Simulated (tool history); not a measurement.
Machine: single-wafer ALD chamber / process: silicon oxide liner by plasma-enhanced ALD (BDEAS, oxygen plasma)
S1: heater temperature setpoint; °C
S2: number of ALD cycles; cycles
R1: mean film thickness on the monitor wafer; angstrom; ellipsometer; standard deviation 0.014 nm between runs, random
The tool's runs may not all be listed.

{"run": 1, "hour": 0.0, "S1": 315, "S2": 63, "R1": 62.013}
{"run": 2, "hour": 2.1, "S1": 315, "S2": 56, "R1": 54.849}
{"run": 3, "hour": 9.5, "S1": 323, "S2": 56, "R1": 54.424}
{"run": 4, "hour": 14.7, "S1": 329, "S2": 56, "R1": 54.043}
{"run": 5, "hour": 17.1, "S1": 339, "S2": 56, "R1": 53.243}
{"run": 6, "hour": 18.4, "S1": 339, "S2": 50, "R1": 47.638}
{"run": 7, "hour": 21.9, "S1": 335, "S2": 54, "R1": 51.741}
{"run": 8, "hour": 25.9, "S1": 332, "S2": 57, "R1": 54.731}
{"run": 9, "hour": 32.4, "S1": 330, "S2": 59, "R1": 56.992}
{"run": 10, "hour": 40.9, "S1": 328, "S2": 61, "R1": 58.979}
{"run": 11, "hour": 41.8, "S1": 328, "S2": 61, "R1": 58.697}
{"run": 12, "hour": 47.1, "S1": 325, "S2": 62, "R1": 60.096}
{"run": 13, "hour": 52.6, "S1": 323, "S2": 63, "R1": 61.103}

Run 14, settings as shown, results not yet in. Your forecast:
{"run": 14, "hour": 56.1, "S1": 323, "S2": 63, "R1": "?"}

{"run 14": {"R1": 61.055}}
